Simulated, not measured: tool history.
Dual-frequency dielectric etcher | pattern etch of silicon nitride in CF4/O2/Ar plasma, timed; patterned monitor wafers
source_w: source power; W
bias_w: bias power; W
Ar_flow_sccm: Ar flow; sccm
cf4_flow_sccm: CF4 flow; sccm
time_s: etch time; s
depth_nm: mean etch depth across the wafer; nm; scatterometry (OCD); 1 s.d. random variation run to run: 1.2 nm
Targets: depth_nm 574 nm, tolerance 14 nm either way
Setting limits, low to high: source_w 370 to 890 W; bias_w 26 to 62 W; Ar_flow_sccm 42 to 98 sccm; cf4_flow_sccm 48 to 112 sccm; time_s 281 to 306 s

{"run": 1, "hour": 0.0, "source_w": 630, "bias_w": 44, "Ar_flow_sccm": 70, "cf4_flow_sccm": 80, "time_s": 306, "depth_nm": 715.8}
{"run": 2, "hour": 0.6, "source_w": 600, "bias_w": 44, "Ar_flow_sccm": 70, "cf4_flow_sccm": 80, "time_s": 306, "depth_nm": 688.61}
{"run": 3, "hour": 9.2, "source_w": 600, "bias_w": 52, "Ar_flow_sccm": 70, "cf4_flow_sccm": 80, "time_s": 306, "depth_nm": 736.72}
{"run": 4, "hour": 15.1, "source_w": 600, "bias_w": 52, "Ar_flow_sccm": 70, "cf4_flow_sccm": 80, "time_s": 281, "depth_nm": 674.89}
{"run": 5, "hour": 17.7, "source_w": 600, "bias_w": 52, "Ar_flow_sccm": 70, "cf4_flow_sccm": 80, "time_s": 306, "depth_nm": 735.69}
{"run": 6, "hour": 26.7, "source_w": 600, "bias_w": 52, "Ar_flow_sccm": 70, "cf4_flow_sccm": 94, "time_s": 306, "depth_nm": 750.75}
{"run": 7, "hour": 34.9, "source_w": 470, "bias_w": 50, "Ar_flow_sccm": 71, "cf4_flow_sccm": 93, "time_s": 305.5, "depth_nm": 612.79}
{"run": 8, "hour": 43.8, "source_w": 460, "bias_w": 50, "Ar_flow_sccm": 71, "cf4_flow_sccm": 93, "time_s": 305.5, "depth_nm": 605.75}
{"run": 9, "hour": 52.6, "source_w": 450, "bias_w": 50, "Ar_flow_sccm": 71, "cf4_flow_sccm": 93, "time_s": 305.5, "depth_nm": 596.04}

5 candidate next runs follow, results not yet known. Just one meets every target within its allowed miss. Identify it.
{"run": "A", "hour": 61.4, "source_w": 480, "bias_w": 55, "Ar_flow_sccm": 62, "cf4_flow_sccm": 90, "time_s": 287, "depth_nm": "?"}
{"run": "B", "hour": 61.4, "source_w": 480, "bias_w": 48, "Ar_flow_sccm": 58, "cf4_flow_sccm": 97, "time_s": 306, "depth_nm": "?"}
{"run": "C", "hour": 61.4, "source_w": 500, "bias_w": 47, "Ar_flow_sccm": 67, "cf4_flow_sccm": 90, "time_s": 281, "depth_nm": "?"}
{"run": "D", "hour": 61.4, "source_w": 440, "bias_w": 52, "Ar_flow_sccm": 56, "cf4_flow_sccm": 99, "time_s": 306, "depth_nm": "?"}
{"run": "E", "hour": 61.4, "source_w": 450, "bias_w": 55, "Ar_flow_sccm": 79, "cf4_flow_sccm": 95, "time_s": 306, "depth_nm": "?"}

move=A depth_nm=609.68
move=B depth_nm=624.74
move=C depth_nm=576.34
move=D depth_nm=607.26
move=E depth_nm=614.29
A: the biggest miss grows against the last run
B: the biggest miss grows against the last run
C: every result lands within tolerance
D: the biggest miss grows against the last run
E: the biggest miss grows against the last run
So the answer is move C, the one that meets all the targets.
